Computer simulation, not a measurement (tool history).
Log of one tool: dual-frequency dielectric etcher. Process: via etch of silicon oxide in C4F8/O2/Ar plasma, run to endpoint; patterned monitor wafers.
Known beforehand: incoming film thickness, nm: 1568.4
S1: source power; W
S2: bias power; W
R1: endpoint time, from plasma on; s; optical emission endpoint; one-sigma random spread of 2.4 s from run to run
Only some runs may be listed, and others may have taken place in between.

run	day	S1	S2	R1
1	0.000	2140	2047	302.36
2	0.117	2140	1718	329.45
3	0.246	2250	1775	317.96
4	0.388	1870	1775	352.48
5	0.475	2010	1803	332.76
6	0.692	2130	1832	326.99
7	0.804	2250	1863	308.19
8	0.862	2320	1877	309.68
9	0.929	2410	1912	300.84
10	1.150	2480	1936	290.60
11	1.275	2520	1948	288.52
12	1.479	2560	1960	285.92

For run 13, what comes out?
13	1.779	2600	1971	?

R1: 289.15 s

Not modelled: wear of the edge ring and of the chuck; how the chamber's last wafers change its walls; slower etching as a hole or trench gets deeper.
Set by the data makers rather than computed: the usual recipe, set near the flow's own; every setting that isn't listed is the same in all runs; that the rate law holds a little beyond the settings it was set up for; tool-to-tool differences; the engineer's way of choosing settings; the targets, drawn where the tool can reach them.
